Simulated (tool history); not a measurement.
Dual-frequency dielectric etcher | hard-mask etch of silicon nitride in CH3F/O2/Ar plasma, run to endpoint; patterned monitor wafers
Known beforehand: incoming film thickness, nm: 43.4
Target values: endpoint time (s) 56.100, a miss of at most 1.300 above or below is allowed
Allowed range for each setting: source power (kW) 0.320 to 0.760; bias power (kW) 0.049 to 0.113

run	hour	source power (kW)	bias power (kW)	endpoint time (s)
1	0.0	0.540	0.081	49.156
2	1.1	0.510	0.080	51.223
3	6.2	0.490	0.080	51.101
4	14.5	0.490	0.067	53.872
5	15.6	0.480	0.067	54.224
6	18.8	0.480	0.081	51.709
7	27.6	0.460	0.080	52.838
8	32.9	0.450	0.079	53.794
9	39.5	0.440	0.079	54.259
10	40.4	0.430	0.079	54.033

Which one of the following 4 next-run settings gets every result inside its allowed miss? There is exactly one.
A	41.3	0.490	0.080	?
B	41.3	0.440	0.086	?
C	41.3	0.410	0.077	?
D	41.3	0.390	0.096	?

move	endpoint time (s)
A	51.330
B	52.302
C	55.361
D	52.885
A: lands further from the targets than the last run did
B: lands further from the targets than the last run did
C: all results land within tolerance of their targets
D: lands further from the targets than the last run did
So the answer is move C, the one that meets all the targets.

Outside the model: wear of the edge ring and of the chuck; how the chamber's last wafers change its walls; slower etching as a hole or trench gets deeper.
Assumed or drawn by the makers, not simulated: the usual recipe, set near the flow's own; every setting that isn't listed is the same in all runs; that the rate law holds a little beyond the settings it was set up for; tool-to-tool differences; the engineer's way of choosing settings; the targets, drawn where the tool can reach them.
